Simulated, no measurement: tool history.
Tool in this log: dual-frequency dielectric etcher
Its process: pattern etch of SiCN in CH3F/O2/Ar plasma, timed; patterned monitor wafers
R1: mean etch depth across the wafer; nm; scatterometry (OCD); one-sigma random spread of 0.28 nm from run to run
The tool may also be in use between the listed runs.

run 1 hour=0.0 | source_power_(kW)=0.470 bias_power_(kW)=0.097 etch_time_(s)=121.0 | R1=56.388
run 2 hour=4.3 | source_power_(kW)=0.470 bias_power_(kW)=0.080 etch_time_(s)=121.0 | R1=51.027
run 3 hour=9.3 | source_power_(kW)=0.550 bias_power_(kW)=0.080 etch_time_(s)=121.0 | R1=52.532
run 4 hour=10.4 | source_power_(kW)=0.570 bias_power_(kW)=0.090 etch_time_(s)=121.5 | R1=57.464
run 5 hour=19.0 | source_power_(kW)=0.640 bias_power_(kW)=0.090 etch_time_(s)=121.5 | R1=59.624
run 6 hour=22.0 | source_power_(kW)=0.610 bias_power_(kW)=0.090 etch_time_(s)=121.5 | R1=58.512

Predict the results of run 7:
run 7 hour=27.9 | source_power_(kW)=0.620 bias_power_(kW)=0.094 etch_time_(s)=121.5 | R1=?

{"run 7": {"R1": 60.323}}

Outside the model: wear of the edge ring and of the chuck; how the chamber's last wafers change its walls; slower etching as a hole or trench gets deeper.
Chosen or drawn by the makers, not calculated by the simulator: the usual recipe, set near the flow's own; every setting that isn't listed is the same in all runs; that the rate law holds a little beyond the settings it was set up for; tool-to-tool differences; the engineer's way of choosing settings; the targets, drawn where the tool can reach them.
